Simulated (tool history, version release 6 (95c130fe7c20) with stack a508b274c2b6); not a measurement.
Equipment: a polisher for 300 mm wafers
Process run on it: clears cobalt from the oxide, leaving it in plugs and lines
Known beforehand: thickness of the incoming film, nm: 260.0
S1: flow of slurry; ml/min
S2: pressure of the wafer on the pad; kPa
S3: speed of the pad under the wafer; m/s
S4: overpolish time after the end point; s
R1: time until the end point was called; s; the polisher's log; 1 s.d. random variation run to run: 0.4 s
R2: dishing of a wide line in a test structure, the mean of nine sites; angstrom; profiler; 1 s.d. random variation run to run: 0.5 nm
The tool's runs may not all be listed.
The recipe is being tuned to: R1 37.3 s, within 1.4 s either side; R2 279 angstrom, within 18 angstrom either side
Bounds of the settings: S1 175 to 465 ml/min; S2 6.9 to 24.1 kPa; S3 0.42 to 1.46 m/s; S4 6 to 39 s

Run 1, hour 0: S1 295 ml/min, S2 15.2 kPa, S3 0.94 m/s, S4 20 s. Result: R1 46.002 s, R2 416.24 angstrom.
Run 2, hour 6.9: S1 365 ml/min, S2 15.2 kPa, S3 0.94 m/s, S4 20 s. Result: R1 45.148 s, R2 415.35 angstrom.
Run 3, hour 15.3: S1 365 ml/min, S2 16.5 kPa, S3 0.94 m/s, S4 20 s. Result: R1 41.909 s, R2 434.23 angstrom.
Run 4, hour 17.6: S1 365 ml/min, S2 15.2 kPa, S3 0.94 m/s, S4 20 s. Result: R1 45.636 s, R2 417.18 angstrom.
Run 5, hour 26.1: S1 360 ml/min, S2 14.5 kPa, S3 1.04 m/s, S4 17 s. Result: R1 42.376 s, R2 418.34 angstrom.
Run 6, hour 26.9: S1 360 ml/min, S2 14.5 kPa, S3 1.04 m/s, S4 25 s. Result: R1 42.97 s, R2 427.81 angstrom.
Run 7, hour 30.2: S1 385 ml/min, S2 13.1 kPa, S3 1.14 m/s, S4 20 s. Result: R1 43.246 s, R2 434.13 angstrom.
Run 8, hour 33.8: S1 335 ml/min, S2 15.2 kPa, S3 1.02 m/s, S4 17 s. Result: R1 42.555 s, R2 406.74 angstrom.
Run 9, hour 38.6: S1 295 ml/min, S2 15.9 kPa, S3 1.04 m/s, S4 14 s. Result: R1 41.193 s, R2 399.51 angstrom.
Run 10, hour 41.2: S1 265 ml/min, S2 16.5 kPa, S3 1.04 m/s, S4 12 s. Result: R1 39.622 s, R2 388.5 angstrom.
At hour 49.3: head pressure recalibrated.
Run 11, hour 49.3: S1 245 ml/min, S2 17.2 kPa, S3 1.04 m/s, S4 11 s. Result: R1 42.386 s, R2 356.33 angstrom.
Run 12, hour 57.6: S1 230 ml/min, S2 18.6 kPa, S3 1.02 m/s, S4 10 s. Result: R1 41.169 s, R2 344.43 angstrom.
Run 13, hour 61.7: S1 215 ml/min, S2 20 kPa, S3 1 m/s, S4 9 s. Result: R1 38.961 s, R2 341.59 angstrom.
Run 14, hour 67.5: S1 175 ml/min, S2 22.8 kPa, S3 0.9 m/s, S4 6 s. Result: R1 39.715 s, R2 270.71 angstrom.
Run 15, hour 69.3: S1 185 ml/min, S2 22.8 kPa, S3 0.9 m/s, S4 6 s. Result: R1 39.213 s, R2 271.15 angstrom.
Run 16, hour 74.8: S1 190 ml/min, S2 22.8 kPa, S3 0.9 m/s, S4 6 s. Result: R1 39.752 s, R2 269.46 angstrom.

Next run, 5 choices. One meets every target within its allowed miss, the rest don't. Which?
Run A, hour 80.3: S1 210 ml/min, S2 24.1 kPa, S3 0.88 m/s, S4 6 s. Result: R1 ?, R2 ?.
Run B, hour 80.3: S1 330 ml/min, S2 20.7 kPa, S3 0.8 m/s, S4 8 s. Result: R1 ?, R2 ?.
Run C, hour 80.3: S1 290 ml/min, S2 17.9 kPa, S3 0.98 m/s, S4 6 s. Result: R1 ?, R2 ?.
Run D, hour 80.3: S1 190 ml/min, S2 21.4 kPa, S3 0.84 m/s, S4 8 s. Result: R1 ?, R2 ?.
Run E, hour 80.3: S1 220 ml/min, S2 19.3 kPa, S3 0.96 m/s, S4 6 s. Result: R1 ?, R2 ?.

move      R1      R2
   A  36.954  280.61
   B  44.308  298.48
   C  41.981  259.84
   D  43.934  299.74
   E   41.41  262.02
A: each result inside its tolerance
B: moves away from the targets compared with the last run
C: moves away from the targets compared with the last run
D: moves away from the targets compared with the last run
E: moves away from the targets compared with the last run
Correct choice: A, which meets every target
